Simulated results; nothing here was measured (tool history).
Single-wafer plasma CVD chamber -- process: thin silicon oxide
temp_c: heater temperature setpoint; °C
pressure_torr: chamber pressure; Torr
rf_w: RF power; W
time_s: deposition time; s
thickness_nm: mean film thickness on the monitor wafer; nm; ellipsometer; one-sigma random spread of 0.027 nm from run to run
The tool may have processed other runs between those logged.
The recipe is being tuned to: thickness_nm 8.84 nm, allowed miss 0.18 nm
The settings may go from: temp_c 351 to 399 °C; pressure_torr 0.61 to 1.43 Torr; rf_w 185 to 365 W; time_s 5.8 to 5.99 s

| run | hour | temp_c | pressure_torr | rf_w | time_s | thickness_nm |
|---|---|---|---|---|---|---|
| 1 | 0 | 375 | 1.02 | 275 | 5.8 | 11.7 |
| 2 | 5.8 | 375 | 0.9 | 270 | 5.8 | 10.895 |
| 3 | 9.2 | 375 | 0.81 | 260 | 5.8 | 10.054 |
| 4 | 11.7 | 375 | 0.75 | 260 | 5.8 | 9.5823 |
| 5 | 16.5 | 383 | 0.75 | 260 | 5.8 | 9.5319 |
| 6 | 24.7 | 387 | 0.75 | 260 | 5.8 | 9.566 |
| 7 | 29 | 387 | 0.62 | 255 | 5.8 | 8.3628 |
| 8 | 33.4 | 387 | 0.64 | 255 | 5.8 | 8.5551 |
| 9 | 33.9 | 387 | 0.65 | 255 | 5.8 | 8.5926 |

5 candidate next runs follow, results not yet known. Just one meets every target within its allowed miss. Identify it.
| A | 34.4 | 391 | 0.62 | 265 | 5.8 | ? |
| B | 34.4 | 388 | 0.7 | 205 | 5.8 | ? |
| C | 34.4 | 389 | 0.69 | 215 | 5.8 | ? |
| D | 34.4 | 391 | 0.69 | 250 | 5.8 | ? |
| E | 34.4 | 392 | 0.61 | 265 | 5.8 | ? |

| move | thickness_nm |
|---|---|
| A | 8.4859 |
| B | 8.0313 |
| C | 8.1713 |
| D | 8.8258 |
| E | 8.3926 |
A: further off than the last run
B: further off than the last run
C: further off than the last run
D: every result within its allowed miss
E: further off than the last run
D meets every target.
